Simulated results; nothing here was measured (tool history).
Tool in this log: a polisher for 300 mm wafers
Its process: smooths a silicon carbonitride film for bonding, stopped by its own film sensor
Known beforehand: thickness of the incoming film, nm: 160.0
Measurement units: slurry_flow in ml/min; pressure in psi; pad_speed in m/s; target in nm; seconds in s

run 1 hour=0 | slurry_flow=210 pressure=1.7 pad_speed=1.16 slurry_solids=1 target=147 | seconds=44.908
run 2 hour=3.9 | slurry_flow=210 pressure=1.7 pad_speed=1.16 slurry_solids=0.85 target=147 | seconds=47.777
run 3 hour=8.3 | slurry_flow=210 pressure=1.5 pad_speed=1.16 slurry_solids=0.85 target=147 | seconds=54.381
run 4 hour=17.2 | slurry_flow=210 pressure=1.6 pad_speed=1.16 slurry_solids=0.85 target=147 | seconds=51.118
run 5 hour=25.2 | slurry_flow=210 pressure=1.8 pad_speed=1.16 slurry_solids=0.85 target=147 | seconds=45.546
run 6 hour=31.5 | slurry_flow=210 pressure=1.9 pad_speed=1.16 slurry_solids=0.85 target=147 | seconds=43.413

Run 7, settings as shown, results not yet in. Your forecast:
run 7 hour=40.3 | slurry_flow=210 pressure=1.9 pad_speed=1.16 slurry_solids=0.85 target=147 | seconds=?

{"run 7": {"seconds": 43.843}}
